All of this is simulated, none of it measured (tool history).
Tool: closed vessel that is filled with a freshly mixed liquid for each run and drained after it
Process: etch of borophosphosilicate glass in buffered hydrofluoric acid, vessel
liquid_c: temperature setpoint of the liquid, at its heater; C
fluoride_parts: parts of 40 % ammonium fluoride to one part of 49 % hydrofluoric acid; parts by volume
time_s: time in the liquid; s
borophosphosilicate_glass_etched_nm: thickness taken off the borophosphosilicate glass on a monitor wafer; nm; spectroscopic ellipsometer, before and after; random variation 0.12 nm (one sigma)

run  hour  liquid_c  fluoride_parts  time_s  borophosphosilicate_glass_etched_nm
  1     0        23              14      35                               50.565
  2   8.3        23              16      35                               43.769
  3  15.3      22.5              16      35                               42.867
  4  17.8        22            16.5      35                               40.482
  5  25.4      21.5            16.5      35                               39.325
  6    32        24            16.5      35                               45.155
  7  40.5        23            16.5      35                               42.615
  8    48      22.5            16.5      35                               41.671
  9  49.8        22            16.5      35                               40.216

The next listed run, before its measurement:
 10  50.9      21.5            16.5      35                                    ?

Run 10 gave borophosphosilicate_glass_etched_nm 39.081 nm.
